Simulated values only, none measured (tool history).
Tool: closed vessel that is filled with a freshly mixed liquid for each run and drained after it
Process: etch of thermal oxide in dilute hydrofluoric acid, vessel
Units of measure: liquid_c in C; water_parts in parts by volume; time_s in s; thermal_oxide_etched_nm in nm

{"run": 1, "day": 0.0, "liquid_c": 23.0, "water_parts": 130, "time_s": 160, "thermal_oxide_etched_nm": 5.1831}
{"run": 2, "day": 0.233, "liquid_c": 25.0, "water_parts": 120, "time_s": 160, "thermal_oxide_etched_nm": 6.2119}
{"run": 3, "day": 0.412, "liquid_c": 26.5, "water_parts": 115, "time_s": 160, "thermal_oxide_etched_nm": 6.9367}
{"run": 4, "day": 0.738, "liquid_c": 28.0, "water_parts": 110, "time_s": 160, "thermal_oxide_etched_nm": 7.6325}
{"run": 5, "day": 0.804, "liquid_c": 28.0, "water_parts": 110, "time_s": 85, "thermal_oxide_etched_nm": 4.0728}
{"run": 6, "day": 0.983, "liquid_c": 28.0, "water_parts": 110, "time_s": 160, "thermal_oxide_etched_nm": 7.6586}
{"run": 7, "day": 1.246, "liquid_c": 29.0, "water_parts": 105, "time_s": 160, "thermal_oxide_etched_nm": 8.2685}
{"run": 8, "day": 1.458, "liquid_c": 29.5, "water_parts": 105, "time_s": 160, "thermal_oxide_etched_nm": 8.6324}

Run 9 comes next. What will it give?
{"run": 9, "day": 1.688, "liquid_c": 30.0, "water_parts": 105, "time_s": 160, "thermal_oxide_etched_nm": "?"}

thermal_oxide_etched_nm: 8.6233 nm

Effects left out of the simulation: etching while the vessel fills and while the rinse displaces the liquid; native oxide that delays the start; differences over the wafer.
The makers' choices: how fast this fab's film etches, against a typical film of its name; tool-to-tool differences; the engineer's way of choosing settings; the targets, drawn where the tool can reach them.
